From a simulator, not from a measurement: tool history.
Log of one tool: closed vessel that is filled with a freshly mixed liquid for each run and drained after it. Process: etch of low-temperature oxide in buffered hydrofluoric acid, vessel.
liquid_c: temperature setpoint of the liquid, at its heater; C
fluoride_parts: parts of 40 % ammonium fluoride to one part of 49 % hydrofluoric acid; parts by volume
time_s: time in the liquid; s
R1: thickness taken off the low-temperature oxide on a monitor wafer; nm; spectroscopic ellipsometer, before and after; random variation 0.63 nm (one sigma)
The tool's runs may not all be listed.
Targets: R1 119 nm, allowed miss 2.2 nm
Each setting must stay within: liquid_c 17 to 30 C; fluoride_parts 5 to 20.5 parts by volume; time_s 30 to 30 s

run 1 hour=0 | liquid_c=22 fluoride_parts=12.5 time_s=30 | R1=62.05
run 2 hour=6.9 | liquid_c=22 fluoride_parts=15 time_s=30 | R1=51.942
run 3 hour=7.5 | liquid_c=22 fluoride_parts=18 time_s=30 | R1=43.483
run 4 hour=11.5 | liquid_c=24 fluoride_parts=15.5 time_s=30 | R1=56.461
run 5 hour=19.3 | liquid_c=24 fluoride_parts=15.5 time_s=30 | R1=56.107
run 6 hour=24.3 | liquid_c=24 fluoride_parts=15.5 time_s=30 | R1=56.191
run 7 hour=27.9 | liquid_c=25.5 fluoride_parts=13.5 time_s=30 | R1=70.09
run 8 hour=31.3 | liquid_c=27 fluoride_parts=12.5 time_s=30 | R1=81.788
run 9 hour=38.4 | liquid_c=28 fluoride_parts=11.5 time_s=30 | R1=92.255
run 10 hour=45 | liquid_c=28 fluoride_parts=11.5 time_s=30 | R1=93.236
run 11 hour=46.1 | liquid_c=28.5 fluoride_parts=11 time_s=30 | R1=100.3
run 12 hour=55 | liquid_c=29 fluoride_parts=10.5 time_s=30 | R1=107.13
run 13 hour=62.3 | liquid_c=29.5 fluoride_parts=10.5 time_s=30 | R1=109.86

Consider the 5 candidate settings below. Which is the only one whose results all fall within their allowed miss of target?
run A hour=69.6 | liquid_c=29 fluoride_parts=11.5 time_s=30 | R1=?
run B hour=69.6 | liquid_c=26.5 fluoride_parts=8 time_s=30 | R1=?
run C hour=69.6 | liquid_c=30 fluoride_parts=10.5 time_s=30 | R1=?
run D hour=69.6 | liquid_c=27.5 fluoride_parts=10.5 time_s=30 | R1=?
run E hour=69.6 | liquid_c=30 fluoride_parts=11.5 time_s=30 | R1=?

move=A R1=97.884
move=B R1=119.18
move=C R1=112.73
move=D R1=98.77
move=E R1=103.18
A: moves away from the targets compared with the last run
B: each result inside its tolerance
C: closer than the last run, but not yet in spec
D: moves away from the targets compared with the last run
E: moves away from the targets compared with the last run
Correct choice: B, which meets every target
